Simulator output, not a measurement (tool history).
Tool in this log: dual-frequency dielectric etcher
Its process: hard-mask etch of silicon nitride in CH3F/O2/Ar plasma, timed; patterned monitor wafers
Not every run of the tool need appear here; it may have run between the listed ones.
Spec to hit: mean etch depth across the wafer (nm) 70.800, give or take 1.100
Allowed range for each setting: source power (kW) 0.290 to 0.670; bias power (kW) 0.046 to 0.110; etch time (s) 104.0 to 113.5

run	day	source power (kW)	bias power (kW)	etch time (s)	mean etch depth across the wafer (nm)
1	0.000	0.480	0.078	113.5	87.913
2	0.158	0.440	0.078	113.5	85.171
3	0.238	0.400	0.078	113.5	82.465
4	0.267	0.400	0.078	104.0	75.789
5	0.425	0.380	0.078	104.0	74.499
6	0.596	0.380	0.086	104.0	77.938
7	0.954	0.350	0.085	104.0	75.458
8	1.229	0.330	0.084	104.0	73.921
9	1.571	0.290	0.080	104.0	69.203

Of the 5 settings listed for the next run, only one would bring every result within its allowed miss of target. Which one?
A	1.912	0.290	0.075	104.0	?
B	1.912	0.290	0.080	106.5	?
C	1.912	0.300	0.065	110.0	?
D	1.912	0.330	0.067	113.5	?
E	1.912	0.290	0.076	104.0	?

move	mean etch depth across the wafer (nm)
A	67.217
B	70.944
C	67.138
D	72.333
E	67.635
A: the biggest miss grows against the last run
B: every result lands within tolerance
C: the biggest miss grows against the last run
D: moves the result that the last run missed by most past its target, out the other side
E: the biggest miss grows against the last run
The right move is B.
